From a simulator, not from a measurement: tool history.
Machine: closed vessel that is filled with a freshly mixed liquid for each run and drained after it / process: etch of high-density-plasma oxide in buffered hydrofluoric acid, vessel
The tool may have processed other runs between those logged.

run  hour  temperature setpoint of the liquid (K)  parts of 40 % ammonium fluoride to one part of 49 % hydrofluoric acid (parts by volume)  time in the liquid (s)  thickness taken off the high-density-plasma oxide on a monitor wafer (nm)
  1   0.0                                  298.15                                                                                     14.0                      30                                                                     56.927
  2   8.0                                  299.15                                                                                     12.5                      30                                                                     66.997
  3  15.7                                  299.15                                                                                     12.5                      30                                                                     67.136
  4  20.8                                  300.65                                                                                     12.5                      30                                                                     73.905
  5  22.6                                  298.15                                                                                     12.5                      30                                                                     63.197
  6  26.7                                  298.15                                                                                     12.5                      30                                                                     64.404
  7  34.9                                  299.15                                                                                     11.5                      30                                                                     72.674
  8  39.8                                  303.15                                                                                      7.0                      30                                                                    147.140
     46.2  -- thermometer replaced
  9  46.2                                  304.65                                                                                      7.0                      30                                                                    173.940

Forecast run 10:
 10  49.6                                  304.15                                                                                      7.0                      30                                                                          ?

thickness taken off the high-density-plasma oxide on a monitor wafer (nm): 170.140
